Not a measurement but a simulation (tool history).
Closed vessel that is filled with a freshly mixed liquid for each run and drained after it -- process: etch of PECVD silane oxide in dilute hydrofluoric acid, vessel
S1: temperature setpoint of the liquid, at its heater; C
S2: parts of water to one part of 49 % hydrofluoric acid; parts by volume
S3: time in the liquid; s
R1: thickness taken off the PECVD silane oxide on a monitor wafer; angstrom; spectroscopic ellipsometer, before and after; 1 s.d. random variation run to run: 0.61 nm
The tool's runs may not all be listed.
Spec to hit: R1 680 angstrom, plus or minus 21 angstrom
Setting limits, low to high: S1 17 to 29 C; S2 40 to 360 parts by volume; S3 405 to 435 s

run 1 hour=0 | S1=21 S2=200 S3=405 | R1=363.17
run 2 hour=4.5 | S1=22.5 S2=200 S3=405 | R1=383.11
run 3 hour=8.7 | S1=22.5 S2=200 S3=405 | R1=383.87
run 4 hour=15.3 | S1=24 S2=185 S3=405 | R1=438.19
run 5 hour=20.4 | S1=24 S2=225 S3=405 | R1=350.56
run 6 hour=23.2 | S1=24 S2=270 S3=405 | R1=272.19
run 7 hour=27.5 | S1=25 S2=240 S3=405 | R1=337.19
run 8 hour=29.9 | S1=26 S2=215 S3=405 | R1=399.8
run 9 hour=30.9 | S1=26.5 S2=195 S3=405 | R1=455.19
run 10 hour=36.8 | S1=27 S2=180 S3=405 | R1=511.83
run 11 hour=42.1 | S1=27 S2=180 S3=405 | R1=506.06
run 12 hour=50.7 | S1=27 S2=180 S3=405 | R1=511.75
run 13 hour=56.7 | S1=27 S2=180 S3=405 | R1=507.99
run 14 hour=60.6 | S1=27.5 S2=170 S3=405 | R1=555.81
run 15 hour=64.5 | S1=28 S2=165 S3=405 | R1=583.48
run 16 hour=71.4 | S1=28 S2=165 S3=405 | R1=589.14
run 17 hour=75.6 | S1=28 S2=160 S3=405 | R1=608.49

Consider the 4 candidate settings below. Which is the only one whose results all fall within their allowed miss of target?
run A hour=79.8 | S1=23.5 S2=145 S3=430 | R1=?
run B hour=79.8 | S1=28 S2=190 S3=435 | R1=?
run C hour=79.8 | S1=29 S2=145 S3=410 | R1=?
run D hour=79.8 | S1=29 S2=160 S3=435 | R1=?

move=A R1=615.41
move=B R1=532.76
move=C R1=721.21
move=D R1=680.3
A: closer than the last run, but not yet in spec
B: the biggest miss grows against the last run
C: takes the biggest miss from the last run beyond its target
D: every result within its allowed miss
The right move is D.
